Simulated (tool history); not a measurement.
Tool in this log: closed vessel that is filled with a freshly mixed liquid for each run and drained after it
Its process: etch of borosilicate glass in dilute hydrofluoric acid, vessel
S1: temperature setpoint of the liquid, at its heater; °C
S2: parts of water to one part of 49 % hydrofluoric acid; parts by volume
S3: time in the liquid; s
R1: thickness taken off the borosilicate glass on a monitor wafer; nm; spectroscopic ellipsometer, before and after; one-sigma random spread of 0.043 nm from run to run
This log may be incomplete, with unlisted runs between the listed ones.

Run 1, day 0: S1 24 °C, S2 290 parts by volume, S3 105 s. Result: R1 12.727 nm.
Run 2, day 0.3: S1 27.5 °C, S2 290 parts by volume, S3 105 s. Result: R1 14.567 nm.
Run 3, day 0.55: S1 27.5 °C, S2 200 parts by volume, S3 105 s. Result: R1 23.549 nm.
Run 4, day 0.625: S1 25 °C, S2 245 parts by volume, S3 105 s. Result: R1 16.751 nm.
Run 5, day 0.688: S1 23 °C, S2 280 parts by volume, S3 105 s. Result: R1 12.914 nm.
At day 0.812: thermometer replaced.
Run 6, day 0.812: S1 23 °C, S2 280 parts by volume, S3 105 s. Result: R1 11.911 nm.
Run 7, day 0.933: S1 21.5 °C, S2 300 parts by volume, S3 105 s. Result: R1 10.587 nm.
Run 8, day 0.975: S1 20.5 °C, S2 320 parts by volume, S3 105 s. Result: R1 9.3455 nm.

The next listed run, before its measurement:
Run 9, day 1.288: S1 19.5 °C, S2 340 parts by volume, S3 105 s. Result: R1 ?.

{"run 9": {"R1": 8.2646}}
